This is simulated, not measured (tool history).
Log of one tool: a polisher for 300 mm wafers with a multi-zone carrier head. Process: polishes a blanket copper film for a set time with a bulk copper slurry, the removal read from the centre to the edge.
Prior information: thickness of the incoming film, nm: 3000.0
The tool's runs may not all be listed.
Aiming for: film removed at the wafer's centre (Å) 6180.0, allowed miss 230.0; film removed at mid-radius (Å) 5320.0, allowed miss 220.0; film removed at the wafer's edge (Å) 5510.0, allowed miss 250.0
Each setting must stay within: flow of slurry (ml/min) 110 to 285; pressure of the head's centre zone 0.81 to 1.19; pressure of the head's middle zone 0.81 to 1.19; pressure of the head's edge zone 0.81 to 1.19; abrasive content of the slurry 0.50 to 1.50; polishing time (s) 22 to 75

run,day,flow of slurry (ml/min),pressure of the head's centre zone,pressure of the head's middle zone,pressure of the head's edge zone,abrasive content of the slurry,polishing time (s),film removed at the wafer's centre (Å),film removed at mid-radius (Å),film removed at the wafer's edge (Å)
1,0.000,180,1.00,1.00,1.00,1.00,48,3713.6,3845.4,3717.6
2,0.058,180,1.00,1.00,1.00,1.00,52,4070.0,4056.1,4115.0
3,0.154,190,1.04,1.01,1.02,1.15,53,4533.4,4474.1,4335.0
4,0.262,190,1.04,1.01,1.02,1.25,53,4606.6,4507.6,4468.9
5,0.512,210,1.04,1.01,1.02,1.25,53,4675.4,4556.2,4486.0
6,0.612,210,1.04,1.01,1.02,1.40,53,4729.7,4583.6,4548.6
7,0.729,210,1.07,1.01,1.05,1.45,54,5115.8,4790.9,4759.5
8,0.896,210,1.08,1.00,1.07,1.45,55,5240.8,4778.5,4968.3
9,1.258,215,1.10,1.01,1.09,1.45,56,5351.1,4940.2,5034.0
10,1.600,215,1.12,1.01,1.09,1.45,57,5616.1,5014.7,5179.6
11,1.908,220,1.13,1.01,1.10,1.45,57,5609.5,5025.2,5317.4
12,2.067,225,1.15,1.02,1.09,1.45,57,5709.2,5144.3,5188.4
13,2.100,225,1.16,1.02,1.10,1.45,57,5813.1,5065.9,5204.8
14,2.312,230,1.17,1.02,1.11,1.45,57,5984.9,5151.9,5171.9
15,2.508,230,1.17,1.02,1.12,1.45,57,5902.9,5045.0,5194.5

Of the 4 settings listed for the next run, only one would bring every result within its allowed miss of target. Which one?
A,2.704,205,1.15,0.92,1.08,1.25,60,?,?,?
B,2.704,205,1.17,1.02,1.05,1.40,58,?,?,?
C,2.704,220,1.08,1.09,1.07,1.50,59,?,?,?
D,2.704,250,1.15,0.97,1.06,1.50,60,?,?,?

move,film removed at the wafer's centre (Å),film removed at mid-radius (Å),film removed at the wafer's edge (Å)
A,5758.5,4723.7,5059.9
B,5812.9,5043.7,4941.2
C,5599.4,5524.1,5184.0
D,6163.8,5235.2,5313.9
A: lands further from the targets than the last run did
B: lands further from the targets than the last run did
C: lands further from the targets than the last run did
D: all results in spec
D is the move that brings every result within its allowed miss.
